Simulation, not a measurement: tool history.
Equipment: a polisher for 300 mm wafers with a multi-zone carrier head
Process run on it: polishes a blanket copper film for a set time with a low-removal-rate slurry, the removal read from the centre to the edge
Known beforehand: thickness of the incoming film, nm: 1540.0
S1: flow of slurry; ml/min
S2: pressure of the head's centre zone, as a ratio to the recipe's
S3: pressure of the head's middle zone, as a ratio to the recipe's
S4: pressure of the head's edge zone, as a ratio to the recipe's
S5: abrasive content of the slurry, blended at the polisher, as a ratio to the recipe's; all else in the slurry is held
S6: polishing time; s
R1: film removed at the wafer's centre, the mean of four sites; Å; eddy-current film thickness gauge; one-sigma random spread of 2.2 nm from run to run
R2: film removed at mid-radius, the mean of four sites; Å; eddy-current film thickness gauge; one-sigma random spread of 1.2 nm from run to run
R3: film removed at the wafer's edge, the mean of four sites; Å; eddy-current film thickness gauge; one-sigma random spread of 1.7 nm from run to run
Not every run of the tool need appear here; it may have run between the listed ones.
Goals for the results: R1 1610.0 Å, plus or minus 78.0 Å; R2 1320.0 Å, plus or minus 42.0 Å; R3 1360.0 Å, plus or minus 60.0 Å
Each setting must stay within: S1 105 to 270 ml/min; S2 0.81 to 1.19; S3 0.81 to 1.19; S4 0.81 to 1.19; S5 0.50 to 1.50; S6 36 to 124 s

{"run": 1, "day": 0.0, "S1": 175, "S2": 1.0, "S3": 1.0, "S4": 1.0, "S5": 1.0, "S6": 79, "R1": 2184.0, "R2": 2220.0, "R3": 2147.4}
{"run": 2, "day": 0.333, "S1": 170, "S2": 1.02, "S3": 0.97, "S4": 0.97, "S5": 0.9, "S6": 75, "R1": 2070.7, "R2": 2006.9, "R3": 1888.3}
{"run": 3, "day": 0.396, "S1": 170, "S2": 1.02, "S3": 0.97, "S4": 0.97, "S5": 1.0, "S6": 75, "R1": 2094.5, "R2": 2025.6, "R3": 1996.5}
{"run": 4, "day": 0.662, "S1": 165, "S2": 1.02, "S3": 0.94, "S4": 0.97, "S5": 0.95, "S6": 72, "R1": 1980.3, "R2": 1877.3, "R3": 1887.5}
{"run": 5, "day": 1.012, "S1": 160, "S2": 1.03, "S3": 0.91, "S4": 0.96, "S5": 0.85, "S6": 70, "R1": 1879.5, "R2": 1739.6, "R3": 1742.5}
{"run": 6, "day": 1.271, "S1": 160, "S2": 1.03, "S3": 0.91, "S4": 0.96, "S5": 0.95, "S6": 70, "R1": 1934.2, "R2": 1793.8, "R3": 1788.4}
{"run": 7, "day": 1.454, "S1": 155, "S2": 1.04, "S3": 0.89, "S4": 0.96, "S5": 0.85, "S6": 68, "R1": 1816.2, "R2": 1654.0, "R3": 1737.2}
{"run": 8, "day": 1.771, "S1": 155, "S2": 1.05, "S3": 0.88, "S4": 0.94, "S5": 0.8, "S6": 67, "R1": 1830.9, "R2": 1616.4, "R3": 1683.0}
{"run": 9, "day": 1.883, "S1": 155, "S2": 1.06, "S3": 0.87, "S4": 0.92, "S5": 0.75, "S6": 65, "R1": 1742.8, "R2": 1518.9, "R3": 1568.4}

Exactly one of the 4 candidate moves below puts every result within its allowed miss. Which one?
{"run": "A", "day": 1.996, "S1": 145, "S2": 1.19, "S3": 0.81, "S4": 1.08, "S5": 0.7, "S6": 59, "R1": "?", "R2": "?", "R3": "?"}
{"run": "B", "day": 1.996, "S1": 125, "S2": 0.91, "S3": 0.81, "S4": 1.12, "S5": 0.75, "S6": 74, "R1": "?", "R2": "?", "R3": "?"}
{"run": "C", "day": 1.996, "S1": 135, "S2": 1.11, "S3": 0.86, "S4": 0.9, "S5": 0.8, "S6": 56, "R1": "?", "R2": "?", "R3": "?"}
{"run": "D", "day": 1.996, "S1": 140, "S2": 0.97, "S3": 0.95, "S4": 0.89, "S5": 0.65, "S6": 78, "R1": "?", "R2": "?", "R3": "?"}

move=A R1=1810.4 R2=1284.0 R3=1483.1
move=B R1=1711.4 R2=1597.2 R3=1886.4
move=C R1=1620.9 R2=1287.7 R3=1314.5
move=D R1=1915.3 R2=1870.2 R3=1763.9
A: puts the biggest miss on target and leaves a different result outside tolerance
B: misses by more than the last run did
C: meets every target
D: misses by more than the last run did
Move C is the one to make.

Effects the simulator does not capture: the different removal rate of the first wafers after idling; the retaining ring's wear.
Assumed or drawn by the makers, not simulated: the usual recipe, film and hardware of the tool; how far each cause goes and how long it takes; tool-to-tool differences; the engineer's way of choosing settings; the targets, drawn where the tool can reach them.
